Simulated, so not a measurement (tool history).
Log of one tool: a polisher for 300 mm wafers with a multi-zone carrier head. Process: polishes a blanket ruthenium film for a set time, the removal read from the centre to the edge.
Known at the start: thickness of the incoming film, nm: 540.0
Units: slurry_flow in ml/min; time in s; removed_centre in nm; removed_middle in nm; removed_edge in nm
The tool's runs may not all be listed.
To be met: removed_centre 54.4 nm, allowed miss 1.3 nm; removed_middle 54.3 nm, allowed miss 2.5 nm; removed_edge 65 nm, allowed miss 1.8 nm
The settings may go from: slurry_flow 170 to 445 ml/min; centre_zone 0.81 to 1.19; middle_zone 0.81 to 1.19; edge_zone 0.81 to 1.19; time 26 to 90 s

run    day  slurry_flow  centre_zone  middle_zone  edge_zone  time  removed_centre  removed_middle  removed_edge
  1      0          285            1            1          1    58          70.055          69.476        71.846
  2  0.125          285            1            1          1    67          81.272          80.236        82.348
  3  0.308          275         0.96         0.96       0.99    64          74.519          74.845        79.467
  4  0.646          270         0.94         0.93       0.99    61          68.053          67.794        75.024
  5  0.875          270          0.9         0.93       0.99    61          66.423          67.521        74.988
  6  0.921          265         0.88         0.91       0.97    60          63.439          65.115        72.253
  7   1.15          255         0.87         0.89       0.96    59          61.306          61.943        70.974
  8  1.462          245         0.86         0.87       0.94    58          59.753          61.927         68.35
  9  1.642          245         0.86         0.87       0.94    58          59.777           60.91        69.643
 10  2.008          245         0.85         0.86       0.94    57          57.817          59.107        67.732
 11  2.262          245         0.85         0.85       0.94    56          56.354           57.22        66.181
 12  2.446          245         0.85         0.84       0.94    56          56.557          58.232        66.762
 13    2.6          235         0.86         0.83       0.95    55          56.284          55.388        65.203

5 next moves are on the table. One of them brings every result within its allowed miss. Which?
  A  2.754          195         0.87         0.86       1.02    54               ?               ?             ?
  B  2.754          180         0.93         0.81       1.04    55               ?               ?             ?
  C  2.754          195         0.89         0.85        0.9    58               ?               ?             ?
  D  2.754          245         0.89         0.81          1    55               ?               ?             ?
  E  2.754          225         0.91         0.81       0.94    55               ?               ?             ?

move  removed_centre  removed_middle  removed_edge
   A          53.768          53.395        64.954
   B          57.438          50.998        66.039
   C          59.036          56.804        66.216
   D          58.215           53.63        67.373
   E          58.696           52.99        65.055
A: meets every target
B: further off than the last run
C: further off than the last run
D: further off than the last run
E: further off than the last run
Answer: A
